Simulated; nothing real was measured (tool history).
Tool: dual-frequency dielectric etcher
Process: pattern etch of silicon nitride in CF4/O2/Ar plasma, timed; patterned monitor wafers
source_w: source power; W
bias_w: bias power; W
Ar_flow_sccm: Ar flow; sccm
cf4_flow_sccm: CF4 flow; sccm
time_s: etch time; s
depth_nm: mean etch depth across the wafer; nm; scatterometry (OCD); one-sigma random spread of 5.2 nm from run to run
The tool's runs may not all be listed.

{"run": 1, "hour": 0.0, "source_w": 690, "bias_w": 56, "Ar_flow_sccm": 128, "cf4_flow_sccm": 99, "time_s": 395, "depth_nm": 992.04}
{"run": 2, "hour": 7.8, "source_w": 750, "bias_w": 58, "Ar_flow_sccm": 127, "cf4_flow_sccm": 99, "time_s": 395, "depth_nm": 1106.4}
{"run": 3, "hour": 14.8, "source_w": 790, "bias_w": 58, "Ar_flow_sccm": 127, "cf4_flow_sccm": 99, "time_s": 395, "depth_nm": 1148.3}
{"run": 4, "hour": 16.5, "source_w": 790, "bias_w": 58, "Ar_flow_sccm": 105, "cf4_flow_sccm": 99, "time_s": 395, "depth_nm": 1181.7}
{"run": 5, "hour": 20.3, "source_w": 830, "bias_w": 58, "Ar_flow_sccm": 105, "cf4_flow_sccm": 99, "time_s": 395, "depth_nm": 1232.3}
{"run": 6, "hour": 21.2, "source_w": 830, "bias_w": 58, "Ar_flow_sccm": 117, "cf4_flow_sccm": 99, "time_s": 395, "depth_nm": 1214.8}

Predict the results of run 7:
{"run": 7, "hour": 23.4, "source_w": 860, "bias_w": 59, "Ar_flow_sccm": 116, "cf4_flow_sccm": 99, "time_s": 395, "depth_nm": "?"}

depth_nm: 1275.10 nm

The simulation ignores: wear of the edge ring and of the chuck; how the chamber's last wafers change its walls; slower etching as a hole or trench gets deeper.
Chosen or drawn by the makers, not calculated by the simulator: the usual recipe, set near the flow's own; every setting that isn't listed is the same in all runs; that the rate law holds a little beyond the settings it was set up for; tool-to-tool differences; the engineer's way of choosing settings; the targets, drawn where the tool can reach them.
